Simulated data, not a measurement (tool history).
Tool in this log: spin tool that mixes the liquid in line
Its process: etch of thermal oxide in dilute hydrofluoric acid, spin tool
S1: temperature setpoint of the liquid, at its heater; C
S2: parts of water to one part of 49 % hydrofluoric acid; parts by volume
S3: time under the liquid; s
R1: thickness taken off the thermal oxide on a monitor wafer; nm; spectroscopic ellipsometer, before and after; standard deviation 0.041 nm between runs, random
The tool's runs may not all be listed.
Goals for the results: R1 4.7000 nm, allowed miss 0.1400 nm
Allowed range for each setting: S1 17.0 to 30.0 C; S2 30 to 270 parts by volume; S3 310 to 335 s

run	day	S1	S2	S3	R1
1	0.000	22.0	150	310	7.3524
2	0.283	24.0	150	310	8.1200
3	0.433	23.0	155	310	7.3561
4	0.612	23.0	180	310	6.1683
5	0.704	23.0	180	335	6.6494
6	0.896	23.0	215	335	5.4620
7	1.104	22.5	215	335	5.2495
8	1.333	22.0	215	335	5.2192
# day 1.450: hydrofluoric acid flow meter replaced
9	1.450	21.5	215	335	5.6944
10	1.788	22.0	215	335	5.8372
11	2.096	22.5	220	335	5.6236

5 next moves are on the table. One of them brings every result within its allowed miss. Which?
A	2.404	23.5	245	325	?
B	2.404	23.0	170	335	?
C	2.404	22.0	170	335	?
D	2.404	23.5	260	330	?
E	2.404	24.5	190	330	?

move	R1
A	5.0886
B	8.0281
C	7.7264
D	4.7958
E	7.3238
A: nearer the targets than the last run, but a result is still out of spec
B: moves away from the targets compared with the last run
C: moves away from the targets compared with the last run
D: meets every target
E: moves away from the targets compared with the last run
D is the move that brings every result within its allowed miss.

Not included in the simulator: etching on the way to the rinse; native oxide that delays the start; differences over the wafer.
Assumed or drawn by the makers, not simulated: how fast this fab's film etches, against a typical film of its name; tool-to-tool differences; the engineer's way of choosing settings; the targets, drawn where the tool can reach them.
